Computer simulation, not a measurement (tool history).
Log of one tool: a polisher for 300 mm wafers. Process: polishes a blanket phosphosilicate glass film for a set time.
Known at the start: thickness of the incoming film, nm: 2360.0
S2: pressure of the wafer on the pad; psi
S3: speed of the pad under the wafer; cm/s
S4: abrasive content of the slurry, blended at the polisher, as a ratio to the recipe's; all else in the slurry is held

{"run": 1, "hour": 0.0, "flow of slurry (ml/min)": 305, "S2": 3.2, "S3": 94, "S4": 1.0, "polishing time (s)": 100, "film removed (nm)": 707.74}
{"run": 2, "hour": 8.7, "flow of slurry (ml/min)": 305, "S2": 2.9, "S3": 94, "S4": 1.0, "polishing time (s)": 100, "film removed (nm)": 647.9}
{"run": 3, "hour": 12.6, "flow of slurry (ml/min)": 340, "S2": 2.9, "S3": 94, "S4": 1.0, "polishing time (s)": 100, "film removed (nm)": 655.93}
{"run": 4, "hour": 16.0, "flow of slurry (ml/min)": 335, "S2": 2.7, "S3": 94, "S4": 1.0, "polishing time (s)": 100, "film removed (nm)": 609.33}
{"run": 5, "hour": 20.3, "flow of slurry (ml/min)": 410, "S2": 2.7, "S3": 94, "S4": 1.0, "polishing time (s)": 100, "film removed (nm)": 609.18}
{"run": 6, "hour": 23.6, "flow of slurry (ml/min)": 410, "S2": 2.7, "S3": 94, "S4": 0.9, "polishing time (s)": 100, "film removed (nm)": 580.65}
{"run": 7, "hour": 29.3, "flow of slurry (ml/min)": 410, "S2": 2.6, "S3": 94, "S4": 0.9, "polishing time (s)": 100, "film removed (nm)": 560.86}
{"run": 8, "hour": 32.1, "flow of slurry (ml/min)": 410, "S2": 2.5, "S3": 94, "S4": 0.9, "polishing time (s)": 100, "film removed (nm)": 546.18}

Forecast run 9:
{"run": 9, "hour": 37.2, "flow of slurry (ml/min)": 410, "S2": 2.4, "S3": 94, "S4": 0.9, "polishing time (s)": 100, "film removed (nm)": "?"}

{"run 9": {"film removed (nm)": 523.14}}
